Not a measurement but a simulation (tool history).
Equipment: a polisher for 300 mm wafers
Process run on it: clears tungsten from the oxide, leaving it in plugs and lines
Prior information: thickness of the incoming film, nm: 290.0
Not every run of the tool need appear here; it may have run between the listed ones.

run	hour	flow of slurry (ml/min)	pressure of the wafer on the pad (kPa)	speed of the pad under the wafer (cm/s)	abrasive content of the slurry	overpolish time after the end point (s)	time until the end point was called (s)
1	0	170	24.1	96	1	6	66.229
2	3.1	170	24.1	96	1	5	65.401
3	7.1	170	24.1	96	1.2	5	62.457
4	9.5	170	20.7	94	1.2	5	73.479
5	11.4	170	20.7	94	1.3	5	72.647
6	12.1	170	18.6	92	1.3	5	81.542
7	19.6	170	18.6	92	1.3	5	81.502

Estimate the outcome of run 8 from the log above:
8	21	170	16.5	92	1.3	5	?

time until the end point was called (s): 89.518

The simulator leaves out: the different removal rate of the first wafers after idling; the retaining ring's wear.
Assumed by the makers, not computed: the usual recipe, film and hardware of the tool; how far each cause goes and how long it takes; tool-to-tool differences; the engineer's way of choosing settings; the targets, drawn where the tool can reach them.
